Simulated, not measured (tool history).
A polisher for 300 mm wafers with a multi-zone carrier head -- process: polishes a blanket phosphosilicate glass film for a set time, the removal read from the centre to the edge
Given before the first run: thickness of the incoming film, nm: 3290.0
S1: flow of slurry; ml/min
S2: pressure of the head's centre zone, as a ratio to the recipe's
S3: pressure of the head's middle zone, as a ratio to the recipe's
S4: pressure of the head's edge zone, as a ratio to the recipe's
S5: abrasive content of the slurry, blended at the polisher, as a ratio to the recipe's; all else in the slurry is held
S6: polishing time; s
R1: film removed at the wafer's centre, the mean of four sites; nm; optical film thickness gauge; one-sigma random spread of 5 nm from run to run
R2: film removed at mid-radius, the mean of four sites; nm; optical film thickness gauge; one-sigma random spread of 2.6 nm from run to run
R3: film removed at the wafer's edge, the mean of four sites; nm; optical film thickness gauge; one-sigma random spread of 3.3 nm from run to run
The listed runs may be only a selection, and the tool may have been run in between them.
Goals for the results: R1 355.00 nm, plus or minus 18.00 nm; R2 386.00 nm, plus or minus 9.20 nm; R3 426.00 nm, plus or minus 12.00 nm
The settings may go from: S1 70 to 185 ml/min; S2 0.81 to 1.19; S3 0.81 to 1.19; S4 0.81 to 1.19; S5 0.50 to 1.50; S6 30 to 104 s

run	hour	S1	S2	S3	S4	S5	S6	R1	R2	R3
1	0.0	120	1.00	1.00	1.00	1.00	67	401.31	403.58	410.52
2	3.7	120	0.99	1.00	1.01	1.00	67	397.71	409.37	408.10
3	9.6	120	0.99	1.00	1.01	0.90	67	381.29	392.72	395.52
4	11.1	120	0.99	1.00	0.98	0.90	67	377.44	392.88	392.54
5	18.8	120	0.98	0.99	0.99	0.90	67	375.32	388.47	396.33
6	25.7	120	0.98	0.99	0.94	0.90	67	384.64	392.85	381.46
7	28.0	120	0.97	0.99	0.95	0.90	67	375.00	392.10	383.67
8	28.9	120	0.96	0.99	0.97	0.90	67	367.92	393.38	390.20
9	36.5	120	0.96	0.98	0.98	0.90	67	384.80	387.29	388.14
10	39.9	120	0.97	0.99	1.00	0.90	67	381.46	395.36	391.15
11	46.4	115	0.98	1.00	1.02	0.90	67	383.63	388.61	400.20
12	49.2	115	0.96	1.00	1.03	0.90	67	374.53	389.01	400.33
13	49.7	115	0.95	1.00	1.04	0.90	67	364.76	388.63	397.32
14	55.1	115	0.95	1.00	1.06	0.90	67	366.04	391.11	405.21
15	59.8	115	0.95	1.00	1.07	0.90	67	358.38	392.15	405.16
16	67.5	115	0.95	1.00	1.08	0.90	67	372.12	390.00	413.32
17	73.9	115	0.94	1.00	1.09	0.90	67	360.25	390.10	414.43
18	79.1	115	0.93	0.99	1.11	0.90	67	361.21	386.02	412.75
# hour 85.2: slurry nozzle cleaned
19	85.2	115	0.93	0.99	1.11	0.90	67	374.67	413.80	431.11

Exactly one of the 4 candidate moves below puts every result within its allowed miss. Which one?
A	91.3	115	0.91	0.97	1.07	0.95	67	?	?	?
B	91.3	185	0.81	0.95	0.98	0.80	70	?	?	?
C	91.3	80	0.97	1.03	1.19	0.60	78	?	?	?
D	91.3	185	0.85	0.98	0.92	1.00	66	?	?	?

move	R1	R2	R3
A	387.04	406.93	428.93
B	382.77	439.18	438.44
C	365.57	386.43	425.87
D	404.49	453.60	428.11
A: nearer than the last run, and not there yet
B: moves away from the targets compared with the last run
C: each result inside its tolerance
D: moves away from the targets compared with the last run
Answer: C
